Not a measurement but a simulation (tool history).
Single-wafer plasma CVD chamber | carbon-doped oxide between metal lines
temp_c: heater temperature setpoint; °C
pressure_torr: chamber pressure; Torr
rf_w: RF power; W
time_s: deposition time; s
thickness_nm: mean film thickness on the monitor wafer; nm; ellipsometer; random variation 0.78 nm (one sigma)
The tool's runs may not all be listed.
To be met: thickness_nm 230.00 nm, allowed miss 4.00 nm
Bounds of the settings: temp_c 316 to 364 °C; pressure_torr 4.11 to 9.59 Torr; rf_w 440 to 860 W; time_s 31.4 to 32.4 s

run  hour  temp_c  pressure_torr  rf_w  time_s  thickness_nm
  1   0.0     340           6.85   650    31.4        197.04
  2   2.8     340           5.82   650    31.4        194.49
  3   3.6     340           6.30   650    31.4        195.61
  4   5.6     332           6.30   650    31.4        198.64
  5   8.7     331           6.47   685    31.5        207.95
  6  16.9     331           6.47   655    31.5        201.61
  7  25.3     330           6.64   685    31.6        209.41
  8  33.1     329           6.80   705    31.6        213.47
  9  33.8     328           6.90   725    31.6        218.37
 10  34.7     327           7.00   735    31.6        219.46
 11  39.8     326           7.06   745    31.6        224.37

Which of these 5 next moves meets every target?
  A  44.9     328           5.44   745    31.4             ?
  B  44.9     319           7.00   730    32.2             ?
  C  44.9     321           7.71   700    31.9             ?
  D  44.9     327           6.64   740    31.6             ?
  E  44.9     326           6.63   730    31.4             ?

move  thickness_nm
   A        217.44
   B        229.55
   C        221.24
   D        220.93
   E        218.47
A: further off than the last run
B: meets every target
C: further off than the last run
D: further off than the last run
E: further off than the last run
The right move is B.
